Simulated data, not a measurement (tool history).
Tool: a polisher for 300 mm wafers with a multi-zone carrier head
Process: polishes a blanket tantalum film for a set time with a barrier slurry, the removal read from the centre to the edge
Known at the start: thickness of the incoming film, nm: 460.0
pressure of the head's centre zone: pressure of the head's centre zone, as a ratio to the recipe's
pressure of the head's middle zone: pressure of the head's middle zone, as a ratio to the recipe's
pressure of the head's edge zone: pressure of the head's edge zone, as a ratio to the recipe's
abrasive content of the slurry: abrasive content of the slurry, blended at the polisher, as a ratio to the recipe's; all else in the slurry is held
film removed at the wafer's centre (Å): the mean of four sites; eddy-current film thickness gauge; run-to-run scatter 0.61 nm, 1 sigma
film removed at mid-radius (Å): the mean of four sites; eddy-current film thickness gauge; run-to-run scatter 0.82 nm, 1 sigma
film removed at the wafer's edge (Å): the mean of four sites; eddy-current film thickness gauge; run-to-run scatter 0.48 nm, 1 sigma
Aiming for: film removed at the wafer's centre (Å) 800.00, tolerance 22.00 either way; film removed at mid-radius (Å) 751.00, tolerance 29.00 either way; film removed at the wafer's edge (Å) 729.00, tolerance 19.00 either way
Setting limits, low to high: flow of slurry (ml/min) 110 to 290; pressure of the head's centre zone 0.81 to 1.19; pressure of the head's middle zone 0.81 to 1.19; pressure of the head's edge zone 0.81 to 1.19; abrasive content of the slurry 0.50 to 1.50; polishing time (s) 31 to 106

run  hour  flow of slurry (ml/min)  pressure of the head's centre zone  pressure of the head's middle zone  pressure of the head's edge zone  abrasive content of the slurry  polishing time (s)  film removed at the wafer's centre (Å)  film removed at mid-radius (Å)  film removed at the wafer's edge (Å)
  1   0.0                      185                                1.00                                1.00                              1.00                            1.00                  68                                 1009.50                         1022.20                               1022.90
  2   3.2                      185                                1.00                                0.99                              0.98                            0.95                  67                                  981.70                          989.15                                988.90
  3   4.2                      185                                1.00                                0.99                              0.97                            0.90                  66                                  952.41                          956.00                                953.00
  4   7.3                      185                                1.06                                0.99                              0.97                            0.90                  66                                 1016.20                          966.14                                950.57
  5  14.1                      185                                1.06                                1.04                              0.97                            0.90                  66                                 1025.80                          987.60                                951.35
  6  19.0                      185                                1.06                                1.04                              0.97                            0.90                  58                                  891.82                          875.82                                830.70
  7  22.9                      180                                1.06                                1.03                              0.96                            0.90                  58                                  897.28                          867.02                                832.01
  8  30.7                      180                                1.06                                1.03                              0.96                            0.90                  58                                  888.20                          878.31                                828.88
  9  36.4                      135                                1.03                                0.93                              0.86                            0.75                  58                                  783.18                          723.90                                725.47

Which of these 4 next moves meets every target?
  A  42.1                      120                                1.07                                1.08                              0.88                            0.75                  55                                       ?                               ?                                     ?
  B  42.1                      155                                1.01                                1.01                              0.86                            0.75                  56                                       ?                               ?                                     ?
  C  42.1                      130                                1.05                                0.87                              0.86                            0.65                  60                                       ?                               ?                                     ?
  D  42.1                      175                                1.05                                0.97                              0.90                            0.85                  53                                       ?                               ?                                     ?

move  film removed at the wafer's centre (Å)  film removed at mid-radius (Å)  film removed at the wafer's edge (Å)
   A                                  744.94                          758.58                                674.17
   B                                  768.71                          777.43                                710.97
   C                                  790.07                          682.71                                717.18
   D                                  799.12                          748.85                                719.23
A: brings the result that was furthest off to its target, and leaves another outside
B: brings the result that was furthest off to its target, and leaves another outside
C: further off than the last run
D: every result lands within tolerance
The right move is D.
